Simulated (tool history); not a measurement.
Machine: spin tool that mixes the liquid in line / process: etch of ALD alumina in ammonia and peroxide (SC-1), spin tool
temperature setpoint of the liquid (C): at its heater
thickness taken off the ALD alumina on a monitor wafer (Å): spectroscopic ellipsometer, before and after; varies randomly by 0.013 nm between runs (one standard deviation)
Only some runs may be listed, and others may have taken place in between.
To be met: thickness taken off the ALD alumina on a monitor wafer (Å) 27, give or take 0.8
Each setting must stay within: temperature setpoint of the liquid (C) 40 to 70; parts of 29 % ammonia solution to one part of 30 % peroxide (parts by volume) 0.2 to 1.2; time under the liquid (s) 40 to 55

| run | hour | temperature setpoint of the liquid (C) | parts of 29 % ammonia solution to one part of 30 % peroxide (parts by volume) | time under the liquid (s) | thickness taken off the ALD alumina on a monitor wafer (Å) |
|---|---|---|---|---|---|
| 1 | 0 | 56 | 0.75 | 55 | 32.965 |
| 2 | 1.2 | 55 | 0.75 | 55 | 31.536 |
| 3 | 10.2 | 55 | 0.5 | 55 | 30.204 |
| 4 | 14 | 54.5 | 0.5 | 55 | 29.404 |
| 5 | 18.7 | 59.5 | 0.5 | 55 | 38.338 |
| 6 | 21.6 | 59.5 | 0.3 | 55 | 36.453 |
| 7 | 28.3 | 58 | 0.3 | 55 | 33.513 |
| 8 | 29.1 | 57 | 0.3 | 55 | 31.769 |
| 9 | 30.6 | 56 | 0.3 | 55 | 30.272 |
| 10 | 36.9 | 55.5 | 0.3 | 55 | 29.458 |
| 11 | 39.5 | 55 | 0.3 | 55 | 29.011 |
| 12 | 44.8 | 54.5 | 0.3 | 55 | 28.151 |

Pick the move, out of 5, that brings all results within their allowed miss; only one does.
| A | 50.1 | 55 | 0.3 | 55 | ? |
| B | 50.1 | 55 | 0.25 | 55 | ? |
| C | 50.1 | 54 | 0.25 | 55 | ? |
| D | 50.1 | 55.5 | 0.35 | 55 | ? |
| E | 50.1 | 54 | 0.45 | 55 | ? |

| move | thickness taken off the ALD alumina on a monitor wafer (Å) |
|---|---|
| A | 28.994 |
| B | 28.496 |
| C | 27.015 |
| D | 30.213 |
| E | 28.567 |
A: its largest miss is bigger than the last run's
B: its largest miss is bigger than the last run's
C: all results land within tolerance of their targets
D: its largest miss is bigger than the last run's
E: its largest miss is bigger than the last run's
Go with C: it meets all targets.
